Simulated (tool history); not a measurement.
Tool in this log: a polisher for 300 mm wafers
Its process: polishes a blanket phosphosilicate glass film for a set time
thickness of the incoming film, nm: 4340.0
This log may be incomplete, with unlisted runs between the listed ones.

run  hour  flow of slurry (ml/min)  pressure of the wafer on the pad (kPa)  speed of the pad under the wafer (cm/s)  abrasive content of the slurry  polishing time (s)  film removed (nm)
  1   0.0                      145                                    14.5                                       94                             1.0                  77             443.42
  2   1.8                      145                                    14.5                                       94                             0.9                  77             429.13
  3   8.6                      145                                    15.2                                       94                             0.9                  77             442.15
  4   9.5                      110                                    15.2                                       94                             0.9                  77             408.31
  5  15.0                      110                                    15.2                                       86                             0.9                  77             381.93
  6  19.9                      125                                    15.2                                       86                             0.9                  77             399.97
  7  24.0                      135                                    15.9                                       86                             0.9                  77             427.63
  8  31.7                      145                                    16.5                                       86                             0.9                  77             433.66
  9  37.2                      150                                    17.2                                       88                             0.9                  77             462.49
 10  41.5                      155                                    17.9                                       88                             0.9                  77             480.97
 11  46.0                      160                                    18.6                                       88                             0.9                  77             499.54
 12  46.6                      165                                    19.3                                       88                             0.9                  77             507.93
 13  53.4                      165                                    20.0                                       90                             0.9                  77             539.80
 14  62.1                      165                                    20.7                                       90                             0.9                  77             541.46

What does the tool deliver on the next run?
 15  70.5                      170                                    20.7                                       90                             0.9                  77                  ?

Run 15 gave film removed (nm) 546.72.
